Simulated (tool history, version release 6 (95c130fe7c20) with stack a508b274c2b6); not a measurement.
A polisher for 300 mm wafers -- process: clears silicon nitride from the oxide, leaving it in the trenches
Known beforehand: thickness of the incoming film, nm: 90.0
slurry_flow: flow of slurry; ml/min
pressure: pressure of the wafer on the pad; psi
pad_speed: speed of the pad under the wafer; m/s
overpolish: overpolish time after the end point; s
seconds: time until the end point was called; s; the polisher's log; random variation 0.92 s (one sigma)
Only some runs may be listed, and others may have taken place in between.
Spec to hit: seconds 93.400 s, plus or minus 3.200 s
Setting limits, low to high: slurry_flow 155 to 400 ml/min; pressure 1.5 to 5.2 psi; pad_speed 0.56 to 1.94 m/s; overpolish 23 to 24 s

run,hour,slurry_flow,pressure,pad_speed,overpolish,seconds
1,0.0,255,3.3,1.24,23,57.775
2,6.9,280,3.3,1.24,23,57.445
3,13.5,315,3.3,1.24,23,56.996
4,17.7,315,2.9,1.24,23,62.730
5,24.8,315,3.4,1.24,23,56.045
6,30.4,315,2.9,1.22,23,65.488
7,38.0,315,2.6,1.22,23,69.670
8,39.4,315,2.3,1.22,23,76.102
9,45.7,315,2.1,1.22,23,81.373
10,51.5,315,2.0,1.22,23,83.308
11,55.4,315,1.9,1.22,23,88.183

Consider the 4 candidate settings below. Which is the only one whose results all fall within their allowed miss of target?
A,59.3,360,2.4,1.08,23,?
B,59.3,310,1.7,1.22,24,?
C,59.3,375,2.2,1.16,23,?
D,59.3,275,2.2,1.22,23,?

move,seconds
A,81.818
B,93.749
C,81.221
D,79.210
A: moves away from the targets compared with the last run
B: each result inside its tolerance
C: moves away from the targets compared with the last run
D: moves away from the targets compared with the last run
The move that meets every target is B.
